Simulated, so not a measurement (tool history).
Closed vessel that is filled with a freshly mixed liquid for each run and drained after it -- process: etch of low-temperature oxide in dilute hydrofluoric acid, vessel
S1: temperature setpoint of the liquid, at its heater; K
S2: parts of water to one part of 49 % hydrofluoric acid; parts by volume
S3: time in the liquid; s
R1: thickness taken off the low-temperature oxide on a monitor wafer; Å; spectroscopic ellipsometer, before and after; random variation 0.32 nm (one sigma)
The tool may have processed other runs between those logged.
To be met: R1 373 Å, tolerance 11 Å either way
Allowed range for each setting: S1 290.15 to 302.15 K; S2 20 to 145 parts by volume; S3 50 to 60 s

run,hour,S1,S2,S3,R1
1,0,294.15,80,60,136.9
2,1.4,295.15,75,60,155.19
3,2.5,296.65,75,60,162.57
4,8.1,297.15,70,60,184.02
5,11.6,297.15,70,50,152.2
6,13.7,297.65,65,50,169.32
7,14.9,298.15,60,50,183.66
8,22,298.65,55,50,209.68
9,31,299.15,50,50,235.39
10,35.5,299.65,45,50,269.36
11,39.9,300.15,45,50,275.87
12,46.3,300.65,45,50,279.29

Next run, 4 choices. One meets every target within its allowed miss, the rest don't. Which?
A,52.7,300.65,40,50,?
B,52.7,302.15,40,55,?
C,52.7,299.15,40,50,?
D,52.7,299.65,50,50,?

move,R1
A,320.39
B,374.32
C,301.45
D,242.66
A: gains on the last run, yet a result remains outside its allowed miss
B: meets every target
C: gains on the last run, yet a result remains outside its allowed miss
D: the biggest miss grows against the last run
The move that meets every target is B.
